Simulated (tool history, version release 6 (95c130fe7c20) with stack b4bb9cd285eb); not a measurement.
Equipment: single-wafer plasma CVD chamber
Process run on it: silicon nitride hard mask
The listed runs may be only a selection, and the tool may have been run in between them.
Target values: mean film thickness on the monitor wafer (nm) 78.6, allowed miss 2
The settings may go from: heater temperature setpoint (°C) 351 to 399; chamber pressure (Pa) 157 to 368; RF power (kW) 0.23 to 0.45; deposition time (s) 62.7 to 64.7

run  hour  heater temperature setpoint (°C)  chamber pressure (Pa)  RF power (kW)  deposition time (s)  mean film thickness on the monitor wafer (nm)
  1     0                               375                    263           0.34                 62.7                                         95.468
  2   5.1                               367                    263           0.34                 62.7                                         96.084
  3   5.9                               360                    263           0.34                 62.7                                         96.795
  4  10.2                               360                    263           0.32                 62.7                                         92.705
  5  16.2                               360                    255          0.315                 62.7                                         90.309
  6  16.9                               360                    255          0.315                 64.7                                         93.608
  7  18.4                               360                    247           0.31                 64.6                                          91.83
  8  27.4                               360                    240          0.305                 64.6                                         90.059
  9  30.7                               360                    233            0.3                 64.6                                         87.535
 10  37.5                               360                    228            0.3                 64.6                                         87.025
 11  46.2                               360                    223            0.3                 64.6                                         86.228
 12  47.7                               360                    217            0.3                 64.6                                         85.752
 13  51.4                               360                    212            0.3                 64.6                                         85.036
 14  59.3                               360                    208            0.3                 64.6                                         84.451
 15  67.1                               360                    172          0.275                 64.3                                         74.174
 16  68.1                               360                    175          0.275                 64.3                                         74.746
 17  69.7                               360                    177          0.275                 64.3                                         75.028
 18  76.5                               360                    177          0.275                 64.3                                         75.075
 19  84.3                               360                    180          0.275                 64.3                                         75.293
 20  92.1                               360                    183          0.275                 64.3                                         75.867

Which of these 5 next moves meets every target?
  A  99.9                               365                    205          0.255                 64.7                                              ?
  B  99.9                               359                    181           0.27                 64.7                                              ?
  C  99.9                               359                    205           0.25                 64.4                                              ?
  D  99.9                               364                    157           0.29                 62.7                                              ?
  E  99.9                               360                    187           0.28                 64.7                                              ?

move  mean film thickness on the monitor wafer (nm)
   A                                         74.489
   B                                         75.293
   C                                          73.09
   D                                         73.665
   E                                         78.238
A: the biggest miss grows against the last run
B: the biggest miss grows against the last run
C: the biggest miss grows against the last run
D: the biggest miss grows against the last run
E: every result lands within tolerance
So the answer is move E, the one that meets all the targets.

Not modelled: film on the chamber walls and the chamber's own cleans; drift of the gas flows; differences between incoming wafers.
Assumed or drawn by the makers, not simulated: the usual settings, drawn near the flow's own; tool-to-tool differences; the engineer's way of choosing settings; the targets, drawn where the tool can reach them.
